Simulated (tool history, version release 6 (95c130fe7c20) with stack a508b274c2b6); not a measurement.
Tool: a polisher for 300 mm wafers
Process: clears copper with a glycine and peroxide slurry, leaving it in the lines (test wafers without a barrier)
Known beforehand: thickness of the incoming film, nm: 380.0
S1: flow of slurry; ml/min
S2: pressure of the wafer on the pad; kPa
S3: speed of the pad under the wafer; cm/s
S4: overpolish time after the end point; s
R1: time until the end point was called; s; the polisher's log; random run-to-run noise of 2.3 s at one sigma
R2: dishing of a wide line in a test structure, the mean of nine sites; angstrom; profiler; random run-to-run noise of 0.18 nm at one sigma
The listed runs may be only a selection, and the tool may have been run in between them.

run  hour   S1    S2   S3  S4       R1       R2
  1   0.0  195  13.8  116  15   80.491  394.730
  2   1.0  165  11.0  104  11  105.710  254.760
  3   9.5  150   9.7   98   9  120.120  176.500
  4  13.5  140   8.3   98   7  138.280  135.640
  5  14.4  180   8.3   98   7  130.630  134.150
  6  20.8  225   7.6   96   6  135.930  108.860
  7  22.8  255   6.9   98   5  140.500   93.887

What will run 8 give?
  8  24.0  270  6.9  100   5   ?   ?

R1: 139.020 s
R2: 96.795 angstrom
